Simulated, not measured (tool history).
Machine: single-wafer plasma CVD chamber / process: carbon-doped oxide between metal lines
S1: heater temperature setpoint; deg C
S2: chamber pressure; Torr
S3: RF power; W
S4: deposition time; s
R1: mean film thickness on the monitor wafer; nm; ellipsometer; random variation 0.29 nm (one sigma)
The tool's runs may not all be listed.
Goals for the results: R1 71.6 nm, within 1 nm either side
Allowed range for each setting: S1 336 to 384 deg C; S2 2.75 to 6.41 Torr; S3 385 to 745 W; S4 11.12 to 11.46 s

run  hour   S1    S2   S3     S4      R1
  1     0  360  4.58  565  11.12  61.209
  2   8.5  360  4.03  565  11.12  60.315
  3   9.7  350  4.03  565  11.12  62.066
  4  18.1  350  4.03  595  11.12  64.087
  5  18.7  349  4.21  600  11.12  65.531
  6  21.8  357  4.21  600  11.12  63.616
  7  28.2  355  4.39  605  11.12  65.086
  8    37  353  4.53  605  11.12  65.414
  9  41.9  352  4.67  610  11.12  66.013
 10  50.4  351  4.78  615  11.12  66.569
 11  57.7  350  4.85  620  11.12   67.46
 12  60.8  349  4.93  625  11.12  67.748
 13  68.3  348  4.98  630  11.12  68.722
 14  75.9  347  5.03  630  11.12  69.543

Pick the move, out of 4, that brings all results within their allowed miss; only one does.
  A  83.5  346  4.85  610  11.12   ?
  B  83.5  352  4.92  630  11.12   ?
  C  83.5  358  5.68  685  11.17   ?
  D  83.5  349  6.29  580  11.46   ?

move      R1
   A  67.347
   B   67.61
   C  71.563
   D  67.865
A: lands further from the targets than the last run did
B: lands further from the targets than the last run did
C: in spec on every target
D: lands further from the targets than the last run did
C is the move that brings every result within its allowed miss.

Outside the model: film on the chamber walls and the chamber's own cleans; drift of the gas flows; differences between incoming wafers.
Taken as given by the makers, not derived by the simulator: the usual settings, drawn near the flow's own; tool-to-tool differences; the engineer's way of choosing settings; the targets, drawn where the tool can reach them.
